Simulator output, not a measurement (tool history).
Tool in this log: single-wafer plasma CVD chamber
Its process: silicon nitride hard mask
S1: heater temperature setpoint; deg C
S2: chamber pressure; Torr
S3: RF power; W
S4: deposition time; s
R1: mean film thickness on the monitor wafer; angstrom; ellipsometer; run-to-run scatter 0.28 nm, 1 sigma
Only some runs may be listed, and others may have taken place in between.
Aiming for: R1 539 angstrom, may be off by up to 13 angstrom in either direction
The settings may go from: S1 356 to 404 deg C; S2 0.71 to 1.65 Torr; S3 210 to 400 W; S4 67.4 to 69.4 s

Run 1, hour 0: S1 380 deg C, S2 1.18 Torr, S3 305 W, S4 67.4 s. Result: R1 719.3 angstrom.
Run 2, hour 6.8: S1 380 deg C, S2 1.29 Torr, S3 305 W, S4 67.4 s. Result: R1 743.63 angstrom.
Run 3, hour 8.3: S1 380 deg C, S2 1.29 Torr, S3 345 W, S4 67.4 s. Result: R1 813.62 angstrom.
Run 4, hour 14.3: S1 380 deg C, S2 1.22 Torr, S3 345 W, S4 67.4 s. Result: R1 803.18 angstrom.
Run 5, hour 21.3: S1 380 deg C, S2 1.17 Torr, S3 330 W, S4 67.4 s. Result: R1 766.19 angstrom.
Run 6, hour 27.3: S1 380 deg C, S2 1.17 Torr, S3 300 W, S4 67.4 s. Result: R1 708.28 angstrom.
Run 7, hour 31.9: S1 380 deg C, S2 1.12 Torr, S3 290 W, S4 67.4 s. Result: R1 675.28 angstrom.
Run 8, hour 35.6: S1 380 deg C, S2 1.08 Torr, S3 285 W, S4 67.4 s. Result: R1 657.1 angstrom.
Run 9, hour 43.4: S1 380 deg C, S2 1.04 Torr, S3 280 W, S4 67.4 s. Result: R1 632.32 angstrom.
Run 10, hour 52.1: S1 380 deg C, S2 1 Torr, S3 280 W, S4 67.4 s. Result: R1 613.87 angstrom.
Run 11, hour 60.6: S1 380 deg C, S2 0.97 Torr, S3 280 W, S4 67.4 s. Result: R1 610.16 angstrom.
Run 12, hour 66.5: S1 380 deg C, S2 0.73 Torr, S3 240 W, S4 67.4 s. Result: R1 439.68 angstrom.

Below are 4 possible settings for the next run. Only one of them brings all results inside the allowed miss of their targets. Which is it?
Run A, hour 72.4: S1 382 deg C, S2 0.79 Torr, S3 255 W, S4 68.6 s. Result: R1 ?.
Run B, hour 72.4: S1 387 deg C, S2 0.8 Torr, S3 270 W, S4 69.4 s. Result: R1 ?.
Run C, hour 72.4: S1 377 deg C, S2 0.73 Torr, S3 260 W, S4 68.2 s. Result: R1 ?.
Run D, hour 72.4: S1 384 deg C, S2 0.99 Torr, S3 265 W, S4 69.4 s. Result: R1 ?.

move      R1
   A  497.99
   B  532.91
   C  474.02
   D  599.34
A: an improvement on the last run, though not all results are within tolerance
B: all results land within tolerance of their targets
C: an improvement on the last run, though not all results are within tolerance
D: takes the biggest miss from the last run beyond its target
Go with B: it meets all targets.

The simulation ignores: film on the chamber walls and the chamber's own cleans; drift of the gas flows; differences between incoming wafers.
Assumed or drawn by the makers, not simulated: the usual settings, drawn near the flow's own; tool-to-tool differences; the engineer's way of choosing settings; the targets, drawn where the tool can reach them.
